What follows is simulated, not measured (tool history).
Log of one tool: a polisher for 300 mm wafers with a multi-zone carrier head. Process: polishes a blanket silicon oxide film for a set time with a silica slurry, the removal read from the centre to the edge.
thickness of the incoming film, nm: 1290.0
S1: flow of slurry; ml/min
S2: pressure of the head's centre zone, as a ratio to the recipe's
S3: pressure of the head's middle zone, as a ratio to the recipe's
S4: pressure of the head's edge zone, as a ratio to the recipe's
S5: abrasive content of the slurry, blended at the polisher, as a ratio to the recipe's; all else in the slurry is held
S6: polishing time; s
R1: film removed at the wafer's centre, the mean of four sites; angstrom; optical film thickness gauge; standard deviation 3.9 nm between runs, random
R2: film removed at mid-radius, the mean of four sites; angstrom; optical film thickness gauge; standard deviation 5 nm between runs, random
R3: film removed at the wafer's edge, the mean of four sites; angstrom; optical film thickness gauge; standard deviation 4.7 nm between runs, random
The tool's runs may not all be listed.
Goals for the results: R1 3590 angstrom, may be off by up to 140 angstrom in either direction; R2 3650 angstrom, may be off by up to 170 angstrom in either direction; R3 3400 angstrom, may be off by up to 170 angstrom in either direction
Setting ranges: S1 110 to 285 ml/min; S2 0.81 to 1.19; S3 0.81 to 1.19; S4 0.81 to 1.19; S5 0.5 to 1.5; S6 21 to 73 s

Run 1, hour 0: S1 180 ml/min, S2 1, S3 1, S4 1, S5 1, S6 47 s. Result: R1 2006.9 angstrom, R2 1905.8 angstrom, R3 1998.3 angstrom.
Run 2, hour 4.8: S1 190 ml/min, S2 1.02, S3 1.04, S4 1.02, S5 1.15, S6 50 s. Result: R1 2377.2 angstrom, R2 2333.2 angstrom, R3 2347.8 angstrom.
Run 3, hour 8.3: S1 200 ml/min, S2 1.04, S3 1.07, S4 1.04, S5 1.25, S6 51 s. Result: R1 2578.1 angstrom, R2 2467.1 angstrom, R3 2443.9 angstrom.
Run 4, hour 15: S1 215 ml/min, S2 1.04, S3 1.07, S4 1.04, S5 1.25, S6 51 s. Result: R1 2543 angstrom, R2 2512.2 angstrom, R3 2457.1 angstrom.
Run 5, hour 19.4: S1 215 ml/min, S2 1.04, S3 1.04, S4 1.04, S5 1.25, S6 51 s. Result: R1 2560.2 angstrom, R2 2435.1 angstrom, R3 2430.6 angstrom.
Run 6, hour 27.7: S1 230 ml/min, S2 1.04, S3 1.04, S4 1.04, S5 1.25, S6 51 s. Result: R1 2583.9 angstrom, R2 2490.8 angstrom, R3 2416.7 angstrom.
Run 7, hour 32.4: S1 230 ml/min, S2 1.04, S3 1.06, S4 1.04, S5 1.3, S6 54 s. Result: R1 2783.2 angstrom, R2 2748.1 angstrom, R3 2738.8 angstrom.
Run 8, hour 35.9: S1 235 ml/min, S2 1.06, S3 1.08, S4 1.03, S5 1.35, S6 55 s. Result: R1 2970.8 angstrom, R2 2933.7 angstrom, R3 2777 angstrom.
At hour 40.5: worn pad replaced by a new one.
Run 9, hour 40.5: S1 235 ml/min, S2 1.06, S3 1.09, S4 1.03, S5 1.4, S6 56 s. Result: R1 3369 angstrom, R2 3222.5 angstrom, R3 3131.3 angstrom.
Run 10, hour 44.9: S1 235 ml/min, S2 1.05, S3 1.1, S4 1.02, S5 1.4, S6 56 s. Result: R1 3374.8 angstrom, R2 3303.4 angstrom, R3 3174.6 angstrom.
Run 11, hour 46.1: S1 235 ml/min, S2 1.05, S3 1.11, S4 1.01, S5 1.4, S6 56 s. Result: R1 3299.4 angstrom, R2 3259.3 angstrom, R3 3068 angstrom.
Run 12, hour 50.2: S1 235 ml/min, S2 1.04, S3 1.12, S4 1.01, S5 1.45, S6 56 s. Result: R1 3314.2 angstrom, R2 3470.6 angstrom, R3 3166.4 angstrom.
Run 13, hour 53.9: S1 235 ml/min, S2 1.04, S3 1.12, S4 1.02, S5 1.45, S6 56 s. Result: R1 3269.2 angstrom, R2 3441.1 angstrom, R3 3156.2 angstrom.
Run 14, hour 58.1: S1 235 ml/min, S2 1.05, S3 1.12, S4 1.02, S5 1.5, S6 57 s. Result: R1 3381.8 angstrom, R2 3460.5 angstrom, R3 3259.6 angstrom.

Which one of the following 4 next-run settings gets every result inside its allowed miss? There is exactly one.
Run A, hour 62.3: S1 270 ml/min, S2 1, S3 1.19, S4 0.94, S5 1.25, S6 59 s. Result: R1 ?, R2 ?, R3 ?.
Run B, hour 62.3: S1 205 ml/min, S2 1.12, S3 1.02, S4 1.05, S5 1.45, S6 62 s. Result: R1 ?, R2 ?, R3 ?.
Run C, hour 62.3: S1 255 ml/min, S2 1.1, S3 1.1, S4 1.01, S5 1.45, S6 61 s. Result: R1 ?, R2 ?, R3 ?.
Run D, hour 62.3: S1 210 ml/min, S2 1.07, S3 1.15, S4 1.07, S5 1.45, S6 60 s. Result: R1 ?, R2 ?, R3 ?.

move      R1      R2      R3
   A  3198.2  3535.3  3058.7
   B  3864.1  3366.2  3482.2
   C  3835.1  3608.9  3432.9
   D  3585.5  3608.1  3395.4
A: its largest miss is bigger than the last run's
B: carries the result that was furthest off beyond its target, to the other side
C: carries the result that was furthest off beyond its target, to the other side
D: meets every target
The move that meets every target is D.
